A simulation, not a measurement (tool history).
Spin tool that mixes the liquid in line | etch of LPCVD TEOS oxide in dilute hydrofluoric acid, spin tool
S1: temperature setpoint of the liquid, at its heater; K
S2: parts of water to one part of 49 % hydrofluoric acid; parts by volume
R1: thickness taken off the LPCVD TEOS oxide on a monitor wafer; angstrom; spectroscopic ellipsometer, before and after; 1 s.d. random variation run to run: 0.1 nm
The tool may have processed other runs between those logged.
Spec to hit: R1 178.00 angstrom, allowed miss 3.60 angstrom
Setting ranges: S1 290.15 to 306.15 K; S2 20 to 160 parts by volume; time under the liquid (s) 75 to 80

Run 1, day 0.000: S1 298.15 K, S2 90 parts by volume, time under the liquid (s) 75. Result: R1 281.69 angstrom.
Run 2, day 0.121: S1 298.15 K, S2 90 parts by volume, time under the liquid (s) 80. Result: R1 294.86 angstrom.
Run 3, day 0.475: S1 298.15 K, S2 100 parts by volume, time under the liquid (s) 80. Result: R1 265.01 angstrom.
Run 4, day 0.671: S1 297.15 K, S2 100 parts by volume, time under the liquid (s) 80. Result: R1 253.41 angstrom.
Run 5, day 0.696: S1 296.15 K, S2 100 parts by volume, time under the liquid (s) 80. Result: R1 241.66 angstrom.
Run 6, day 0.888: S1 295.15 K, S2 100 parts by volume, time under the liquid (s) 80. Result: R1 235.22 angstrom.
Run 7, day 1.188: S1 294.65 K, S2 100 parts by volume, time under the liquid (s) 80. Result: R1 227.24 angstrom.
Run 8, day 1.396: S1 294.15 K, S2 100 parts by volume, time under the liquid (s) 80. Result: R1 224.71 angstrom.
Run 9, day 1.717: S1 293.65 K, S2 100 parts by volume, time under the liquid (s) 80. Result: R1 219.37 angstrom.

Which of these 4 next moves meets every target?
Run A, day 2.038: S1 295.15 K, S2 120 parts by volume, time under the liquid (s) 75. Result: R1 ?.
Run B, day 2.038: S1 296.65 K, S2 85 parts by volume, time under the liquid (s) 75. Result: R1 ?.
Run C, day 2.038: S1 292.65 K, S2 80 parts by volume, time under the liquid (s) 80. Result: R1 ?.
Run D, day 2.038: S1 292.15 K, S2 100 parts by volume, time under the liquid (s) 80. Result: R1 ?.

move      R1
   A  179.47
   B  280.46
   C  271.37
   D  207.94
A: every result within its allowed miss
B: moves away from the targets compared with the last run
C: moves away from the targets compared with the last run
D: nearer the targets than the last run, but a result is still out of spec
Correct choice: A, which meets every target

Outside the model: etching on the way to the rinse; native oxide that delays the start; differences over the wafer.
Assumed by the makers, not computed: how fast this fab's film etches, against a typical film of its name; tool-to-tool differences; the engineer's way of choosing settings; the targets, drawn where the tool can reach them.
